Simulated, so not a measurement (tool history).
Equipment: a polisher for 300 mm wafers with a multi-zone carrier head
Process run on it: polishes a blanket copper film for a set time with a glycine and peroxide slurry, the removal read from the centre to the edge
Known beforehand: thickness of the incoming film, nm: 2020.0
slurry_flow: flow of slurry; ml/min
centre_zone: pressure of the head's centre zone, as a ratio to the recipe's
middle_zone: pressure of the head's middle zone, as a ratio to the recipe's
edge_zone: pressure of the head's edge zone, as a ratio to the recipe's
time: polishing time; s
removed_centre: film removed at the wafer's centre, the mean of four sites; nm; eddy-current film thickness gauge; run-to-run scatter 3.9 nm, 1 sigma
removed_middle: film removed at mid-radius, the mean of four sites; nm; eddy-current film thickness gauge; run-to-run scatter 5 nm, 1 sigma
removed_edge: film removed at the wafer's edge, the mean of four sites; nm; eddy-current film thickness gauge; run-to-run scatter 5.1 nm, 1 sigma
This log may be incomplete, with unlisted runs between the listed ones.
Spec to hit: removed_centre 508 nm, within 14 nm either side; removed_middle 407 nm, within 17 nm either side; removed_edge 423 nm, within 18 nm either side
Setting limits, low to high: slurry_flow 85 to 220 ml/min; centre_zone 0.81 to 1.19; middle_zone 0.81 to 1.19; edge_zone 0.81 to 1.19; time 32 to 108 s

Run 1, hour 0: slurry_flow 140 ml/min, centre_zone 1, middle_zone 1, edge_zone 1, time 70 s. Result: removed_centre 483.57 nm, removed_middle 473.28 nm, removed_edge 470.58 nm.
Run 2, hour 7.8: slurry_flow 140 ml/min, centre_zone 1.01, middle_zone 0.98, edge_zone 0.98, time 70 s. Result: removed_centre 492.52 nm, removed_middle 473.15 nm, removed_edge 464.77 nm.
Run 3, hour 14.5: slurry_flow 140 ml/min, centre_zone 0.94, middle_zone 0.98, edge_zone 0.98, time 70 s. Result: removed_centre 460.42 nm, removed_middle 477.39 nm, removed_edge 472.25 nm.
Run 4, hour 20: slurry_flow 140 ml/min, centre_zone 0.94, middle_zone 0.98, edge_zone 0.98, time 81 s. Result: removed_centre 532.21 nm, removed_middle 549.46 nm, removed_edge 547.34 nm.
Run 5, hour 26.3: slurry_flow 140 ml/min, centre_zone 0.86, middle_zone 0.98, edge_zone 0.98, time 81 s. Result: removed_centre 504.08 nm, removed_middle 541.08 nm, removed_edge 545.98 nm.
Run 6, hour 34.7: slurry_flow 135 ml/min, centre_zone 0.9, middle_zone 0.95, edge_zone 0.96, time 79 s. Result: removed_centre 503.22 nm, removed_middle 519.35 nm, removed_edge 531.66 nm.
Run 7, hour 35.4: slurry_flow 155 ml/min, centre_zone 1, middle_zone 0.85, edge_zone 0.86, time 60 s. Result: removed_centre 425.79 nm, removed_middle 365.78 nm, removed_edge 389.29 nm.
Run 8, hour 38.7: slurry_flow 195 ml/min, centre_zone 1.1, middle_zone 0.88, edge_zone 0.91, time 61 s. Result: removed_centre 483.62 nm, removed_middle 400.43 nm, removed_edge 416.12 nm.
Run 9, hour 41.9: slurry_flow 195 ml/min, centre_zone 1.11, middle_zone 0.88, edge_zone 0.91, time 61 s. Result: removed_centre 489.07 nm, removed_middle 405.05 nm, removed_edge 416.11 nm.

4 next moves are on the table. One of them brings every result within its allowed miss. Which?
Run A, hour 45.1: slurry_flow 205 ml/min, centre_zone 1.19, middle_zone 0.92, edge_zone 0.99, time 60 s. Result: removed_centre ?, removed_middle ?, removed_edge ?.
Run B, hour 45.1: slurry_flow 210 ml/min, centre_zone 1.19, middle_zone 0.89, edge_zone 0.92, time 56 s. Result: removed_centre ?, removed_middle ?, removed_edge ?.
Run C, hour 45.1: slurry_flow 180 ml/min, centre_zone 1, middle_zone 0.83, edge_zone 1.03, time 66 s. Result: removed_centre ?, removed_middle ?, removed_edge ?.
Run D, hour 45.1: slurry_flow 215 ml/min, centre_zone 1.04, middle_zone 0.81, edge_zone 1.08, time 61 s. Result: removed_centre ?, removed_middle ?, removed_edge ?.

move  removed_centre  removed_middle  removed_edge
   A          508.87          409.86        433.41
   B          476.67          373.47        391.91
   C          482.45          406.04        479.34
   D          472.41          377.89        462.85
A: each result inside its tolerance
B: misses by more than the last run did
C: misses by more than the last run did
D: misses by more than the last run did
A is the move that brings every result within its allowed miss.
